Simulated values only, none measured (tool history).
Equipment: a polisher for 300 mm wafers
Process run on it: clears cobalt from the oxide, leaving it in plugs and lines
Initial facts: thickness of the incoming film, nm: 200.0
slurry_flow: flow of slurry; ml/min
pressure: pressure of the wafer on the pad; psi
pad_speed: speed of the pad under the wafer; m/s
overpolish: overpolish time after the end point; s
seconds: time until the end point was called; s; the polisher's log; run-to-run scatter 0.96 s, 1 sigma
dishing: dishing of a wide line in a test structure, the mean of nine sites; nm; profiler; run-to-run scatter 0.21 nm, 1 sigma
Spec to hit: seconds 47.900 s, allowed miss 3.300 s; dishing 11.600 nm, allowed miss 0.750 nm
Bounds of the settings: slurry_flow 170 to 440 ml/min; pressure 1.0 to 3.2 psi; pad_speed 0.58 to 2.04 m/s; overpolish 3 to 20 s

run,hour,slurry_flow,pressure,pad_speed,overpolish,seconds,dishing
1,0.0,280,2.1,1.30,10,25.251,12.253
2,2.9,280,1.9,1.26,9,29.006,12.214
3,7.3,310,1.9,1.26,9,28.473,12.704
4,14.1,310,1.7,1.26,9,31.613,12.352
5,21.3,310,1.7,1.26,7,31.320,12.117
6,29.0,305,1.6,1.24,7,33.550,12.228
7,37.9,295,1.5,1.22,6,36.435,11.363
8,45.4,300,1.4,1.20,6,38.011,11.135
9,45.9,220,1.3,0.98,11,51.886,12.135
10,47.3,220,1.3,0.98,10,50.901,11.920

Consider the 5 candidate settings below. Which is the only one whose results all fall within their allowed miss of target?
A,48.7,210,2.0,0.58,15,?,?
B,48.7,320,1.2,0.94,12,?,?
C,48.7,280,1.5,0.76,14,?,?
D,48.7,230,1.4,0.82,20,?,?
E,48.7,285,1.0,1.30,8,?,?

move,seconds,dishing
A,57.372,12.487
B,57.677,12.221
C,57.681,12.423
D,58.209,12.646
E,50.598,11.615
A: its largest miss is bigger than the last run's
B: its largest miss is bigger than the last run's
C: its largest miss is bigger than the last run's
D: its largest miss is bigger than the last run's
E: every result lands within tolerance
Move E is the one to make.

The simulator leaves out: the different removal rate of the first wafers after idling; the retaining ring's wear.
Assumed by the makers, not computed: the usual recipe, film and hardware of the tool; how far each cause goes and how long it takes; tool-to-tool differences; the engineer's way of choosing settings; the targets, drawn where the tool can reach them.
